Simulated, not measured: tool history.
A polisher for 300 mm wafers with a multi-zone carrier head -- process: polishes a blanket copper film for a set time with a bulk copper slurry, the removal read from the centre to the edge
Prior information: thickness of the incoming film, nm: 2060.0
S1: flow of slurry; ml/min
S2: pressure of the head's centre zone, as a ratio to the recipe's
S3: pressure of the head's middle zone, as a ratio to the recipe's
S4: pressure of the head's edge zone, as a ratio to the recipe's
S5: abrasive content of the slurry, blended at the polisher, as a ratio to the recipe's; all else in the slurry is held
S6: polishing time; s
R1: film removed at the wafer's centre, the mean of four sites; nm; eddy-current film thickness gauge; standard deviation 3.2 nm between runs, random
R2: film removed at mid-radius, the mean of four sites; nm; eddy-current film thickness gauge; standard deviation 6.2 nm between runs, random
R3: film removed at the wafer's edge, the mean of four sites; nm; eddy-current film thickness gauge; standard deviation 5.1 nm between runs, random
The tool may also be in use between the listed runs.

run    day   S1    S2    S3    S4    S5  S6      R1      R2      R3
  1  0.000  230  1.00  1.00  1.00  1.00  50  729.59  719.96  729.15
  2  0.204  230  1.00  1.00  0.91  1.00  50  734.41  741.26  699.10
  3  0.329  230  0.98  0.99  0.88  0.85  46  644.38  642.82  602.93
  4  0.517  225  0.94  0.99  0.86  0.75  44  582.80  611.60  575.27
  5  0.808  225  0.93  1.00  0.85  0.70  42  552.92  572.53  541.13
  6  1.096  225  0.93  1.00  0.85  0.70  52  674.71  730.64  667.44

For run 7, what comes out?
  7  1.454  225  0.92  1.01  0.84  0.65  47   ?   ?   ?

R1: 594.94 nm
R2: 651.31 nm
R3: 588.15 nm
